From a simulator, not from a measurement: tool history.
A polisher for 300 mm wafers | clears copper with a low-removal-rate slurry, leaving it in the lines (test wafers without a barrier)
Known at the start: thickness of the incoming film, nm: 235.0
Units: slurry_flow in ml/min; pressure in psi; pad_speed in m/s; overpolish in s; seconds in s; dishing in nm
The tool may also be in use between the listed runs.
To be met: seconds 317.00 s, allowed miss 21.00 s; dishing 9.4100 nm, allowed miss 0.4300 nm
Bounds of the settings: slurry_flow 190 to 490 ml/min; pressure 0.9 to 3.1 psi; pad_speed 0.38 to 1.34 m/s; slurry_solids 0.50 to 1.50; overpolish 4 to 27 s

run,hour,slurry_flow,pressure,pad_speed,slurry_solids,overpolish,seconds,dishing
1,0.0,315,2.0,0.86,1.00,14,119.22,12.7350
2,2.0,315,1.8,0.78,1.00,15,148.77,11.8190
3,6.4,315,1.6,0.74,1.00,16,168.11,10.9940
4,8.2,315,1.2,0.74,1.00,16,222.77,9.0943
5,9.6,315,1.2,0.74,1.00,14,222.61,8.1313
6,15.2,315,1.1,0.70,1.00,16,266.75,8.2300
7,20.0,315,1.1,0.70,1.00,17,250.20,8.6307
8,28.4,315,1.1,0.68,1.00,18,267.57,9.0491
9,34.9,315,1.1,0.68,1.00,19,270.32,9.2291

Which of these 5 next moves meets every target?
A,41.4,330,1.2,0.76,0.95,17,?,?
B,41.4,375,0.9,0.66,0.90,22,?,?
C,41.4,320,1.3,0.68,1.00,16,?,?
D,41.4,380,1.0,0.62,0.95,24,?,?
E,41.4,255,1.7,0.52,1.05,15,?,?

move,seconds,dishing
A,215.68,9.5626
B,325.98,8.5165
C,219.90,9.0850
D,308.64,9.4128
E,221.11,8.7146
A: further off than the last run
B: brings the result that was furthest off to its target, and leaves another outside
C: further off than the last run
D: meets every target
E: further off than the last run
Move D is the one to make.
